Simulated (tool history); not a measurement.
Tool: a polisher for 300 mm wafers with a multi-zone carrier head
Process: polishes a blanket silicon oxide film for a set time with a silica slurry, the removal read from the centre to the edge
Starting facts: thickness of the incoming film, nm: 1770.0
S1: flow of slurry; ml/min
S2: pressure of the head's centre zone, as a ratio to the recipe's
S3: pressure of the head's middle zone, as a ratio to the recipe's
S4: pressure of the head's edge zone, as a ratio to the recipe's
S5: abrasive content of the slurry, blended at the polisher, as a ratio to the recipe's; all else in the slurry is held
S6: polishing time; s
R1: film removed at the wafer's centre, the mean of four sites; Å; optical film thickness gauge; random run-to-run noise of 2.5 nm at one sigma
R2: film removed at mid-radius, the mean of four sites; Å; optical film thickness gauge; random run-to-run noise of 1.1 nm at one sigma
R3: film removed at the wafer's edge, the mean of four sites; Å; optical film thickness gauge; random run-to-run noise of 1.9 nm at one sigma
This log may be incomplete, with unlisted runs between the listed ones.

| run | hour | S1 | S2 | S3 | S4 | S5 | S6 | R1 | R2 | R3 |
|---|---|---|---|---|---|---|---|---|---|---|
| 1 | 0 | 270 | 1 | 1 | 1 | 1 | 76 | 2498.9 | 2568.5 | 2523.2 |
| 2 | 4.8 | 225 | 1 | 1 | 1 | 1 | 76 | 2528.3 | 2486.6 | 2418.4 |
| 3 | 6.8 | 215 | 1 | 0.97 | 0.99 | 0.9 | 74 | 2281.2 | 2210.7 | 2208 |
| 4 | 10.9 | 205 | 1.01 | 0.94 | 0.97 | 0.8 | 74 | 2154.5 | 2023.3 | 2140.8 |
| 5 | 12.4 | 245 | 1.01 | 0.94 | 0.97 | 0.8 | 74 | 2186.1 | 2080.1 | 2152.7 |
| 6 | 20.9 | 185 | 1.01 | 0.94 | 0.97 | 0.8 | 74 | 2088.4 | 1985.6 | 2117.7 |

What does the tool deliver on the next run?
| 7 | 23 | 220 | 1.06 | 0.84 | 0.87 | 0.55 | 67 | ? | ? | ? |

R1: 1688.3 Å
R2: 1356.1 Å
R3: 1519.8 Å
